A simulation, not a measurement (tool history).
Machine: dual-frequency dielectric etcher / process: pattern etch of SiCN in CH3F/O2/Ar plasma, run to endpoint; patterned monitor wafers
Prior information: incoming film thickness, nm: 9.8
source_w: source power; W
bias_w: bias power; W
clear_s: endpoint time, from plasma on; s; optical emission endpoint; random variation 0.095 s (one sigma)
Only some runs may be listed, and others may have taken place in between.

run 1 hour=0.0 | source_w=460 bias_w=79 | clear_s=26.486
run 2 hour=2.4 | source_w=460 bias_w=73 | clear_s=27.143
run 3 hour=3.4 | source_w=480 bias_w=74 | clear_s=26.192
run 4 hour=6.2 | source_w=490 bias_w=74 | clear_s=25.954
run 5 hour=14.6 | source_w=490 bias_w=64 | clear_s=26.792
run 6 hour=17.6 | source_w=500 bias_w=64 | clear_s=26.476
run 7 hour=20.3 | source_w=510 bias_w=64 | clear_s=26.234
run 8 hour=25.3 | source_w=520 bias_w=64 | clear_s=25.960

The next listed run, before its measurement:
run 9 hour=26.0 | source_w=530 bias_w=64 | clear_s=?

Run 9 yielded clear_s 25.807 s.
